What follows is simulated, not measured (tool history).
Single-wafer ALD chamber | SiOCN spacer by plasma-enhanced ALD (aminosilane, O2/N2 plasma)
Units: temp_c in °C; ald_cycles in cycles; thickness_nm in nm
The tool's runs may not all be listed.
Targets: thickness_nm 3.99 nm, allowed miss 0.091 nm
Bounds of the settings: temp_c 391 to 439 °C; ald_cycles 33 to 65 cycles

run	hour	temp_c	ald_cycles	thickness_nm
1	0	415	49	2.9774
2	5.3	409	49	3.0422
3	6.9	409	46	2.8472
4	9.2	409	43	2.6627
5	11.8	409	46	2.8431
6	14	409	40	2.4733
7	18.1	408	42	2.6281
8	20.6	407	44	2.7359
9	27.2	406	46	2.8705
10	31	396	54	3.4577
11	32.9	396	55	3.5271
12	34.6	396	56	3.6104
# hour 42: thermocouple changed; heater temperature recalibrated
13	42	396	57	3.656
14	43.3	395	59	3.7809

Which of these 4 next moves meets every target?
A	44.6	393	58	?
B	44.6	392	62	?
C	44.6	392	59	?
D	44.6	397	55	?

move	thickness_nm
A	3.7254
B	3.9823
C	3.7897
D	3.5327
A: further off than the last run
B: meets every target
C: as far off as the last run
D: further off than the last run
The right move is B.

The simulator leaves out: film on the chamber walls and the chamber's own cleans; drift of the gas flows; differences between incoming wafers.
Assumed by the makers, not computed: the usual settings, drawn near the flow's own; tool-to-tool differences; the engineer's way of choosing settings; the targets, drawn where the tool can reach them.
